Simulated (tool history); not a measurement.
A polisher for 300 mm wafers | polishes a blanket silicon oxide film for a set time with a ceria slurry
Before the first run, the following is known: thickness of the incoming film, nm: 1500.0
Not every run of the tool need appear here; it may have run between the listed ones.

run  hour  flow of slurry (ml/min)  pressure of the wafer on the pad (kPa)  speed of the pad under the wafer (m/s)  polishing time (s)  film removed (nm)
  1   0.0                      150                                    20.7                                    0.98                  97             428.33
  2   3.4                      155                                    22.1                                    0.98                  97             465.66
  3   7.6                      155                                    17.9                                    0.98                  97             376.30
  4   8.9                      155                                    20.7                                    0.98                  97             434.84
  5   9.6                      155                                    16.5                                    0.98                  97             343.31
  6  11.9                      185                                    16.5                                    0.98                  97             360.87
  7  18.6                      190                                    18.6                                    0.98                  97             407.68
  8  21.4                      195                                    20.0                                    0.98                  97             435.91
  9  25.1                      215                                    25.5                                    1.02                  97             576.75
 10  33.4                      215                                    26.2                                    1.02                  97             601.71

The next listed run, before its measurement:
 11  39.1                      215                                    26.9                                    1.02                  97                  ?

film removed (nm): 611.19
